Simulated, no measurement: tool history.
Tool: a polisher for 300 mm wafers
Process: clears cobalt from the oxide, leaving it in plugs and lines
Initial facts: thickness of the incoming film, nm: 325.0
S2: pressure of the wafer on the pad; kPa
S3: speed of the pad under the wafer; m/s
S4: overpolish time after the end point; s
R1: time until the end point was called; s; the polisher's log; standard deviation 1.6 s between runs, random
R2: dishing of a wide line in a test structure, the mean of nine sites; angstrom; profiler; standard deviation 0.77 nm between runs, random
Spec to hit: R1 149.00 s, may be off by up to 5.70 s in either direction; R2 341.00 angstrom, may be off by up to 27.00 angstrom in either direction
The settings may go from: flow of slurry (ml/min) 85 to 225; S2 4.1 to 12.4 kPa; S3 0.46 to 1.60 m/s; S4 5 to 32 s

Run 1, hour 0.0: flow of slurry (ml/min) 145, S2 8.3 kPa, S3 1.02 m/s, S4 16 s. Result: R1 105.71 s, R2 318.61 angstrom.
Run 2, hour 8.5: flow of slurry (ml/min) 145, S2 7.6 kPa, S3 1.02 m/s, S4 17 s. Result: R1 115.92 s, R2 316.65 angstrom.
Run 3, hour 15.6: flow of slurry (ml/min) 145, S2 7.6 kPa, S3 1.02 m/s, S4 14 s. Result: R1 116.46 s, R2 267.49 angstrom.
Run 4, hour 23.7: flow of slurry (ml/min) 145, S2 6.9 kPa, S3 1.02 m/s, S4 14 s. Result: R1 125.41 s, R2 249.52 angstrom.
Run 5, hour 29.0: flow of slurry (ml/min) 145, S2 6.9 kPa, S3 1.02 m/s, S4 15 s. Result: R1 125.70 s, R2 269.39 angstrom.
At hour 29.6: head pressure recalibrated.
Run 6, hour 29.6: flow of slurry (ml/min) 145, S2 6.9 kPa, S3 1.02 m/s, S4 16 s. Result: R1 136.35 s, R2 266.64 angstrom.
Run 7, hour 33.9: flow of slurry (ml/min) 145, S2 6.9 kPa, S3 1.02 m/s, S4 17 s. Result: R1 135.31 s, R2 262.70 angstrom.
Run 8, hour 40.6: flow of slurry (ml/min) 145, S2 6.9 kPa, S3 1.02 m/s, S4 18 s. Result: R1 136.06 s, R2 286.88 angstrom.
Run 9, hour 44.1: flow of slurry (ml/min) 145, S2 6.9 kPa, S3 1.02 m/s, S4 19 s. Result: R1 135.56 s, R2 304.90 angstrom.
Run 10, hour 46.4: flow of slurry (ml/min) 145, S2 6.9 kPa, S3 1.02 m/s, S4 19 s. Result: R1 137.60 s, R2 292.32 angstrom.
Run 11, hour 50.9: flow of slurry (ml/min) 145, S2 6.9 kPa, S3 1.02 m/s, S4 20 s. Result: R1 133.73 s, R2 308.71 angstrom.
Run 12, hour 53.2: flow of slurry (ml/min) 145, S2 6.9 kPa, S3 1.02 m/s, S4 21 s. Result: R1 135.75 s, R2 323.63 angstrom.
Run 13, hour 58.8: flow of slurry (ml/min) 145, S2 6.9 kPa, S3 1.02 m/s, S4 21 s. Result: R1 134.91 s, R2 316.84 angstrom.
Run 14, hour 62.7: flow of slurry (ml/min) 145, S2 6.9 kPa, S3 1.02 m/s, S4 22 s. Result: R1 135.16 s, R2 336.64 angstrom.
Run 15, hour 70.2: flow of slurry (ml/min) 135, S2 6.9 kPa, S3 1.02 m/s, S4 23 s. Result: R1 138.30 s, R2 350.75 angstrom.

Of the 5 settings listed for the next run, only one would bring every result within its allowed miss of target. Which one?
Run A, hour 77.7: flow of slurry (ml/min) 165, S2 6.9 kPa, S3 1.10 m/s, S4 25 s. Result: R1 ?, R2 ?.
Run B, hour 77.7: flow of slurry (ml/min) 180, S2 6.2 kPa, S3 1.20 m/s, S4 23 s. Result: R1 ?, R2 ?.
Run C, hour 77.7: flow of slurry (ml/min) 135, S2 6.2 kPa, S3 1.04 m/s, S4 25 s. Result: R1 ?, R2 ?.
Run D, hour 77.7: flow of slurry (ml/min) 120, S2 6.2 kPa, S3 1.28 m/s, S4 24 s. Result: R1 ?, R2 ?.
Run E, hour 77.7: flow of slurry (ml/min) 90, S2 6.2 kPa, S3 1.36 m/s, S4 26 s. Result: R1 ?, R2 ?.

move      R1      R2
   A  125.62  378.35
   B  128.43  353.74
   C  147.96  340.60
   D  133.39  354.67
   E  139.28  363.11
A: its largest miss is bigger than the last run's
B: its largest miss is bigger than the last run's
C: in spec on every target
D: its largest miss is bigger than the last run's
E: an improvement on the last run, though not all results are within tolerance
So the answer is move C, the one that meets all the targets.
